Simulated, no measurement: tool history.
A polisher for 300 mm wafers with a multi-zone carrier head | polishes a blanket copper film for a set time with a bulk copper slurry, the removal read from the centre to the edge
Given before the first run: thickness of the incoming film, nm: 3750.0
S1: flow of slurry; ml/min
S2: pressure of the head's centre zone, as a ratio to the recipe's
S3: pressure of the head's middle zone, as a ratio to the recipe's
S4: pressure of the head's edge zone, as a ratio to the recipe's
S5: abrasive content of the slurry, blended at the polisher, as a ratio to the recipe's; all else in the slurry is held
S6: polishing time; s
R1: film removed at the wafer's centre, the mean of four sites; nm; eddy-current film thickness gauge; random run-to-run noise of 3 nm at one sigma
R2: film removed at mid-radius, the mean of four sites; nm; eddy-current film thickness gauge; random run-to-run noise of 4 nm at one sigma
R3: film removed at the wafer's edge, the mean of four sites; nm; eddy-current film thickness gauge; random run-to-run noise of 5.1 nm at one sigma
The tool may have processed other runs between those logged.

| run | hour | S1 | S2 | S3 | S4 | S5 | S6 | R1 | R2 | R3 |
|---|---|---|---|---|---|---|---|---|---|---|
| 1 | 0.0 | 190 | 1.00 | 1.00 | 1.00 | 1.00 | 57 | 387.76 | 400.82 | 390.16 |
| 2 | 1.5 | 200 | 1.01 | 1.01 | 1.03 | 1.05 | 57 | 397.64 | 404.77 | 395.71 |
| 3 | 6.8 | 200 | 1.01 | 1.01 | 1.03 | 1.15 | 57 | 406.22 | 417.95 | 405.27 |
| 4 | 11.5 | 200 | 1.01 | 0.93 | 1.03 | 1.15 | 57 | 403.33 | 395.05 | 405.52 |
| 5 | 17.2 | 185 | 1.01 | 0.93 | 1.03 | 1.15 | 57 | 394.61 | 383.03 | 399.97 |
| 6 | 22.4 | 195 | 1.02 | 0.94 | 1.05 | 1.20 | 57 | 407.90 | 393.81 | 401.25 |
| 7 | 27.5 | 200 | 1.02 | 0.93 | 1.06 | 1.25 | 58 | 422.86 | 405.00 | 406.54 |
| 8 | 29.0 | 195 | 1.01 | 0.92 | 1.06 | 1.30 | 60 | 428.18 | 415.05 | 433.59 |
| 9 | 36.5 | 195 | 1.01 | 0.92 | 1.06 | 1.30 | 60 | 434.79 | 415.39 | 439.64 |
| 10 | 45.4 | 205 | 1.01 | 0.92 | 1.06 | 1.35 | 60 | 437.04 | 418.18 | 441.22 |
| 11 | 53.3 | 210 | 1.01 | 0.93 | 1.06 | 1.35 | 60 | 438.80 | 415.63 | 437.50 |

Run 12, settings as shown, results not yet in. Your forecast:
| 12 | 58.5 | 210 | 1.01 | 0.94 | 1.06 | 1.35 | 61 | ? | ? | ? |

Run 12 yielded R1 444.83 nm, R2 435.41 nm, R3 447.61 nm.
